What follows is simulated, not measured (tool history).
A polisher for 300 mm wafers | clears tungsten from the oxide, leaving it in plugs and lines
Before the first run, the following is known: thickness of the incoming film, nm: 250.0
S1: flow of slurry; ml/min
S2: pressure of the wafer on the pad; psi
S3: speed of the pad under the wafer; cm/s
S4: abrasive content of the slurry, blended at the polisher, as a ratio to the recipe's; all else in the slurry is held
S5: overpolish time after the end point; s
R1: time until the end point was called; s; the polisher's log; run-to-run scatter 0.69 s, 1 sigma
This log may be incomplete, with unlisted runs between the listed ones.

run  hour   S1   S2   S3   S4  S5      R1
  1   0.0  205  4.0  126  1.0  33  46.143
  2   7.1  205  3.7  126  1.0  33  49.181
  3  14.6  205  3.7  126  1.0  33  48.709
  4  16.9  205  3.7  126  1.0  35  49.109
  5  19.2  205  3.7  150  1.0  35  41.421
  6  22.7  205  3.7  150  0.9  35  42.580
  7  27.5  205  3.4  150  0.9  35  45.797
  8  31.8  205  3.1  150  0.9  35  50.849
  9  33.6  205  2.9  150  0.9  35  54.624
 10  40.8  205  2.8  150  0.9  35  54.530
 11  47.0  205  2.7  150  0.9  35  57.338
 12  54.3  205  2.6  150  0.9  35  58.321
 13  60.9  205  2.5  150  0.9  35  60.847

The next listed run, before its measurement:
 14  66.4  205  2.4  150  0.9  35   ?

{"run 14": {"R1": 64.039}}
